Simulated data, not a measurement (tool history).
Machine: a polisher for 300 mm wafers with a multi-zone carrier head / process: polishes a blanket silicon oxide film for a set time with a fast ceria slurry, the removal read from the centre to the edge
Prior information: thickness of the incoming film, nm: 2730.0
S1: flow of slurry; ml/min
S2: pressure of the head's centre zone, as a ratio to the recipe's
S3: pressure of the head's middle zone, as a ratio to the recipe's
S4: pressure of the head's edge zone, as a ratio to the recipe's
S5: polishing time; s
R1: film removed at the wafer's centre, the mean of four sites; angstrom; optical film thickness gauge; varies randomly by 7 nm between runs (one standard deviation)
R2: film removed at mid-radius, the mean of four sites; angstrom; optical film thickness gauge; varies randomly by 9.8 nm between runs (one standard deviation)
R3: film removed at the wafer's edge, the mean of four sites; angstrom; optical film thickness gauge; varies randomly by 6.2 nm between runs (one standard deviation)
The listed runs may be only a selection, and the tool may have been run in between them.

run 1 day=0.000 | S1=320 S2=1.00 S3=1.00 S4=1.00 S5=34 | R1=5355.9 R2=5493.3 R3=5236.3
run 2 day=0.354 | S1=320 S2=0.94 S3=1.00 S4=1.00 S5=34 | R1=5185.2 R2=5434.0 R3=5252.7
run 3 day=0.654 | S1=320 S2=0.94 S3=1.00 S4=0.96 S5=34 | R1=5151.8 R2=5434.0 R3=5113.4
run 4 day=0.758 | S1=355 S2=0.94 S3=1.00 S4=0.96 S5=34 | R1=5149.1 R2=5405.1 R3=5124.7
run 5 day=1.133 | S1=355 S2=0.95 S3=1.01 S4=0.98 S5=35 | R1=5409.4 R2=5625.5 R3=5412.3
run 6 day=1.408 | S1=405 S2=0.95 S3=1.01 S4=0.98 S5=35 | R1=5348.5 R2=5851.1 R3=5479.5
run 7 day=1.538 | S1=405 S2=0.96 S3=1.02 S4=1.00 S5=36 | R1=5617.6 R2=6025.9 R3=5573.3

Run 8 comes next. What will it give?
run 8 day=1.729 | S1=405 S2=0.95 S3=1.02 S4=1.01 S5=37 | R1=? R2=? R3=?

R1: 5816.5 angstrom
R2: 6096.2 angstrom
R3: 5851.6 angstrom
